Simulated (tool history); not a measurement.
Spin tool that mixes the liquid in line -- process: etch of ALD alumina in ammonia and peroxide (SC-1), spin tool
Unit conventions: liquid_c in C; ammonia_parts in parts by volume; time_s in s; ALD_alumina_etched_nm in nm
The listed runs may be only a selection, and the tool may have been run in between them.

run,hour,liquid_c,ammonia_parts,time_s,ALD_alumina_etched_nm
1,0,58,0.8,110,6.6369
2,8.3,55,0.8,110,5.6298
3,15.2,52.5,0.8,110,4.8796
4,16.9,54,0.8,110,5.3509
5,22,54,0.9,110,5.4051
6,24.5,54,0.9,110,5.4805
7,25.3,55.5,0.9,110,5.8205
8,29.3,56.5,0.9,110,6.1831
9,36.5,57.5,0.9,110,6.5163
10,44.2,58.5,0.9,110,6.8097
11,50.3,59,0.9,110,6.9607
12,55.6,59.5,0.9,110,7.2685
13,64.4,59.5,0.9,110,7.177

The next listed run, before its measurement:
14,70.7,59.5,0.9,110,?

ALD_alumina_etched_nm: 7.1783 nm
